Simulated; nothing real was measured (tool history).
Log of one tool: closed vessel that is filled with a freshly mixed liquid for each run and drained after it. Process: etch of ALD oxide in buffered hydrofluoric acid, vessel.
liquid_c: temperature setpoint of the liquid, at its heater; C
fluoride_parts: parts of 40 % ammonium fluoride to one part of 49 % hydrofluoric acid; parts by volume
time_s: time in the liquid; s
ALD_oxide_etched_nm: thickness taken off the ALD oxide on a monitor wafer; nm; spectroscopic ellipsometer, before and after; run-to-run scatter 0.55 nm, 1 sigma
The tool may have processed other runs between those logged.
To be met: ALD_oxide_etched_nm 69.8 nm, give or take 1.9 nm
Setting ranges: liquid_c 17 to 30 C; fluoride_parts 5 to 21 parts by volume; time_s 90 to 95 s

run    day  liquid_c  fluoride_parts  time_s  ALD_oxide_etched_nm
  1      0        22              13      90                110.3
  2  0.092        22            15.5      90               92.977
  3  0.438        25            15.5      90               109.04
  4  0.554      22.5            15.5      90               95.039
  5  0.892      22.5            15.5      95               102.26
  6  0.975      22.5            15.5      95                99.88
  7  1.038        21            15.5      95               92.218
  8  1.292        20            15.5      95               88.008
  9  1.592        19              16      95               80.599
 10  1.788      18.5              16      95               77.548
 11  1.912        18              16      95               75.662
 12  2.021      17.5              16      95               74.776

Below are 5 possible settings for the next run. Only one of them brings all results inside the allowed miss of their targets. Which is it?
  A  2.129      17.5              17      95                    ?
  B  2.129      18.5              15      90                    ?
  C  2.129        17              17      90                    ?
  D  2.129      17.5              18      95                    ?
  E  2.129        17            17.5      95                    ?

move  ALD_oxide_etched_nm
   A               70.537
   B               80.018
   C               64.942
   D               66.666
   E               66.616
A: all results in spec
B: further off than the last run
C: the result that was furthest off in the last run now lies on the other side of its target
D: the result that was furthest off in the last run now lies on the other side of its target
E: the result that was furthest off in the last run now lies on the other side of its target
A is the move that brings every result within its allowed miss.
